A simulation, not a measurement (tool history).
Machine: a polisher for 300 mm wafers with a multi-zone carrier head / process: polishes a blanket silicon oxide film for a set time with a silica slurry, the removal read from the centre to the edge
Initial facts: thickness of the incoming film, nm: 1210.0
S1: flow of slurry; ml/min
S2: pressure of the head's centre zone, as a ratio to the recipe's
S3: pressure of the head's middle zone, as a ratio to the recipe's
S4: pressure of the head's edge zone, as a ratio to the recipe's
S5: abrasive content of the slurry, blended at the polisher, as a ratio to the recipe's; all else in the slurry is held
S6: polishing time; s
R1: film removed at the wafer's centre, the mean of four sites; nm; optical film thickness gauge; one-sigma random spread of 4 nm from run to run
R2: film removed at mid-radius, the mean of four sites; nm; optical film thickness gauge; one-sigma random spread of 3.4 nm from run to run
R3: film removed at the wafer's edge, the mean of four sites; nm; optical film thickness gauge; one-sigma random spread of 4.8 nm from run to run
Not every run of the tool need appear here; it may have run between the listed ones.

run  hour   S1    S2    S3    S4    S5  S6      R1      R2      R3
  1   0.0  260  1.00  1.00  1.00  1.00  78  216.51  244.06  238.61
  2   4.6  260  1.07  1.00  1.00  1.00  78  230.92  244.16  252.14
  3   6.0  260  1.07  1.00  1.00  1.00  71  206.76  227.01  220.64
  4   9.8  260  1.07  1.00  1.06  1.00  71  204.60  218.67  229.34
  5  17.1  265  1.08  0.98  1.05  1.05  72  223.13  224.62  240.46
  6  25.9  265  1.08  0.98  1.01  1.05  72  219.30  228.18  239.44
  7  33.5  280  1.09  0.96  0.99  1.10  73  235.17  232.10  243.78
  8  35.9  280  1.09  0.96  0.99  1.10  73  235.06  237.40  247.43
  9  40.3  285  1.10  0.95  0.99  1.15  73  246.84  239.58  252.87

The next listed run, before its measurement:
     47.8  -- centre zone pressure recalibrated
 10  47.8  285  1.11  0.94  1.00  1.20  73   ?   ?   ?

Run 10 produced R1 285.98 nm, R2 243.58 nm, R3 262.08 nm.

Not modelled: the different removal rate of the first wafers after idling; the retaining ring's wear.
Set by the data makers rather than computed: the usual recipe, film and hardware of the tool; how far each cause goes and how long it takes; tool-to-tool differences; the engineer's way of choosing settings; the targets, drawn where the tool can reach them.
